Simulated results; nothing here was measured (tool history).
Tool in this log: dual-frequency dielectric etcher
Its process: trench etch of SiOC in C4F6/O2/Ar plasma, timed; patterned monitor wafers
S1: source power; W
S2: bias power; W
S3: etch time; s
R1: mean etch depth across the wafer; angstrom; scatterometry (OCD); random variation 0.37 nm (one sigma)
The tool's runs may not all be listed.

Run 1, hour 0.0: S1 490 W, S2 134 W, S3 30.5 s. Result: R1 626.01 angstrom.
Run 2, hour 1.6: S1 490 W, S2 134 W, S3 32.0 s. Result: R1 657.85 angstrom.
Run 3, hour 4.4: S1 440 W, S2 130 W, S3 32.0 s. Result: R1 625.54 angstrom.
Run 4, hour 5.4: S1 440 W, S2 130 W, S3 32.0 s. Result: R1 623.07 angstrom.
Run 5, hour 12.3: S1 420 W, S2 128 W, S3 32.0 s. Result: R1 609.08 angstrom.
Run 6, hour 19.2: S1 400 W, S2 127 W, S3 32.0 s. Result: R1 597.25 angstrom.
Run 7, hour 24.3: S1 390 W, S2 126 W, S3 32.0 s. Result: R1 591.33 angstrom.

What does the tool deliver on the next run?
Run 8, hour 30.3: S1 390 W, S2 126 W, S3 32.0 s. Result: R1 ?.

{"run 8": {"R1": 599.25}}
